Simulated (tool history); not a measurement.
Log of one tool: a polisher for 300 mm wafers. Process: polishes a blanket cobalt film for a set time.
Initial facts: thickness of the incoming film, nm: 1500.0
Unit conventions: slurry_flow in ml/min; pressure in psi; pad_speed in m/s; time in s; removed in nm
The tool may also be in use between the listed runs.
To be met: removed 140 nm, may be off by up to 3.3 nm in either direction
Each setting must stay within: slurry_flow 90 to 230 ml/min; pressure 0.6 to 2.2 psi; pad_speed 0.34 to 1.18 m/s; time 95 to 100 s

Run 1, hour 0: slurry_flow 150 ml/min, pressure 1.4 psi, pad_speed 0.76 m/s, time 95 s. Result: removed 218.61 nm.
Run 2, hour 2.6: slurry_flow 150 ml/min, pressure 1.4 psi, pad_speed 0.76 m/s, time 100 s. Result: removed 226.55 nm.
Run 3, hour 6.3: slurry_flow 140 ml/min, pressure 1.2 psi, pad_speed 0.76 m/s, time 100 s. Result: removed 199.67 nm.
Run 4, hour 6.9: slurry_flow 140 ml/min, pressure 1.2 psi, pad_speed 0.7 m/s, time 100 s. Result: removed 188.2 nm.
Run 5, hour 8.1: slurry_flow 135 ml/min, pressure 1.1 psi, pad_speed 0.7 m/s, time 100 s. Result: removed 177.17 nm.
Run 6, hour 10.7: slurry_flow 115 ml/min, pressure 1.1 psi, pad_speed 0.7 m/s, time 100 s. Result: removed 168.02 nm.
Run 7, hour 13.7: slurry_flow 110 ml/min, pressure 1 psi, pad_speed 0.7 m/s, time 100 s. Result: removed 155.41 nm.
Run 8, hour 16.6: slurry_flow 105 ml/min, pressure 1 psi, pad_speed 0.7 m/s, time 100 s. Result: removed 153.8 nm.

Pick the move, out of 4, that brings all results within their allowed miss; only one does.
Run A, hour 19.5: slurry_flow 135 ml/min, pressure 0.8 psi, pad_speed 0.82 m/s, time 100 s. Result: removed ?.
Run B, hour 19.5: slurry_flow 90 ml/min, pressure 0.7 psi, pad_speed 0.78 m/s, time 100 s. Result: removed ?.
Run C, hour 19.5: slurry_flow 90 ml/min, pressure 1 psi, pad_speed 0.7 m/s, time 95 s. Result: removed ?.
Run D, hour 19.5: slurry_flow 100 ml/min, pressure 1.1 psi, pad_speed 0.82 m/s, time 97 s. Result: removed ?.

move  removed
   A   162.58
   B   129.75
   C   140.47
   D    180.5
A: the biggest miss grows against the last run
B: takes the biggest miss from the last run beyond its target
C: every result lands within tolerance
D: the biggest miss grows against the last run
The right move is C.
